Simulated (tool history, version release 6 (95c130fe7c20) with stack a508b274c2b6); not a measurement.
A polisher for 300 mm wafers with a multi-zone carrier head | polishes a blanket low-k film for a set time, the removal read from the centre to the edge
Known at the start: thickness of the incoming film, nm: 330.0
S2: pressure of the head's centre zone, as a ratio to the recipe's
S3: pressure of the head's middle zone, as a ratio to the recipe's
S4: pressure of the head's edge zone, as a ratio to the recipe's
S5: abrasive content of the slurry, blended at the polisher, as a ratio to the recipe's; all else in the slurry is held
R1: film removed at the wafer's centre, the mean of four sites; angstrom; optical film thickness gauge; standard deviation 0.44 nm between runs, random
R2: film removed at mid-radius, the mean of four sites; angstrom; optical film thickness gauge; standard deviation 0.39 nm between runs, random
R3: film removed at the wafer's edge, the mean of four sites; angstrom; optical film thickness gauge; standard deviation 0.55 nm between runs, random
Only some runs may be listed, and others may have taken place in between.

run 1 hour=0 | flow_of_slurry_(ml/min)=205 S2=1 S3=1 S4=1 S5=1 polishing_time_(s)=89 | R1=398.87 R2=394.48 R3=381.86
run 2 hour=2.1 | flow_of_slurry_(ml/min)=210 S2=1.01 S3=0.99 S4=1.04 S5=1.05 polishing_time_(s)=89 | R1=406.22 R2=407.07 R3=400.91
run 3 hour=9.8 | flow_of_slurry_(ml/min)=210 S2=1.01 S3=0.99 S4=1.09 S5=1.05 polishing_time_(s)=89 | R1=412.33 R2=405.95 R3=407.33
run 4 hour=15 | flow_of_slurry_(ml/min)=215 S2=1.02 S3=0.97 S4=1.11 S5=1.1 polishing_time_(s)=89 | R1=428.25 R2=400.62 R3=417
run 5 hour=22.7 | flow_of_slurry_(ml/min)=215 S2=1.08 S3=0.97 S4=1.11 S5=1.1 polishing_time_(s)=89 | R1=455.2 R2=409.53 R3=416.69
run 6 hour=24.7 | flow_of_slurry_(ml/min)=220 S2=1.07 S3=0.96 S4=1.13 S5=1.15 polishing_time_(s)=89 | R1=462.54 R2=407.09 R3=424.26

Run 7 has not been measured yet. What should we expect?
run 7 hour=32.3 | flow_of_slurry_(ml/min)=220 S2=1.07 S3=0.96 S4=1.13 S5=1.15 polishing_time_(s)=89 | R1=? R2=? R3=?

For run 7 the tool returned R1 462.43 angstrom, R2 410.29 angstrom, R3 432.07 angstrom.
